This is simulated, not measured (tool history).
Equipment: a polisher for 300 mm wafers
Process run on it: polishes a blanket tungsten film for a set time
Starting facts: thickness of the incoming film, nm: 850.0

| run | hour | flow of slurry (ml/min) | pressure of the wafer on the pad (kPa) | speed of the pad under the wafer (cm/s) | abrasive content of the slurry | polishing time (s) | film removed (angstrom) |
|---|---|---|---|---|---|---|---|
| 1 | 0 | 225 | 17.2 | 90 | 1 | 91 | 2060.8 |
| 2 | 2.6 | 225 | 18.6 | 90 | 1 | 91 | 2198 |
| 3 | 9.8 | 225 | 18.6 | 102 | 1 | 91 | 2528.7 |
| 4 | 13.1 | 225 | 18.6 | 102 | 0.8 | 91 | 2363.7 |
| 5 | 17.6 | 225 | 19.3 | 102 | 0.8 | 91 | 2474.6 |
| 6 | 25.6 | 225 | 20 | 102 | 0.8 | 91 | 2550.5 |
| 7 | 31.8 | 225 | 20.7 | 102 | 0.8 | 91 | 2621.1 |
| 8 | 39.2 | 225 | 20.7 | 102 | 0.8 | 91 | 2623.6 |

Run 9 comes next. What will it give?
| 9 | 43.8 | 225 | 21.4 | 102 | 0.8 | 91 | ? |

Run 9 came out at film removed (angstrom) 2710.3.
